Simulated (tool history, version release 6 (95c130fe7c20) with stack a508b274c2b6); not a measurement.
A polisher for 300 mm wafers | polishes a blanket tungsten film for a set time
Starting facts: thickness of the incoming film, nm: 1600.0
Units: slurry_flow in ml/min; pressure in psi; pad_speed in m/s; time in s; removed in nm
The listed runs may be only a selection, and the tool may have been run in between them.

run,hour,slurry_flow,pressure,pad_speed,slurry_solids,time,removed
1,0.0,235,4.1,1.22,1.0,90,490.71
2,3.3,235,4.7,1.26,1.0,90,575.07
3,5.2,235,4.7,1.06,1.0,90,490.31
4,10.0,235,5.1,1.16,1.0,90,567.55
5,14.2,235,5.4,1.26,1.0,90,671.79
6,23.1,235,5.4,1.04,1.0,90,545.09
7,26.9,235,5.6,1.16,1.0,90,636.74
8,27.6,235,5.8,1.24,1.0,90,690.38
9,28.9,235,5.9,1.32,1.0,90,772.09
10,36.1,235,6.0,1.36,1.0,90,777.56
11,38.8,235,6.1,1.42,1.0,90,834.68

Run 12 comes next. What will it give?
12,44.9,235,6.2,1.46,1.0,90,?

Run 12 measured removed 881.33 nm.

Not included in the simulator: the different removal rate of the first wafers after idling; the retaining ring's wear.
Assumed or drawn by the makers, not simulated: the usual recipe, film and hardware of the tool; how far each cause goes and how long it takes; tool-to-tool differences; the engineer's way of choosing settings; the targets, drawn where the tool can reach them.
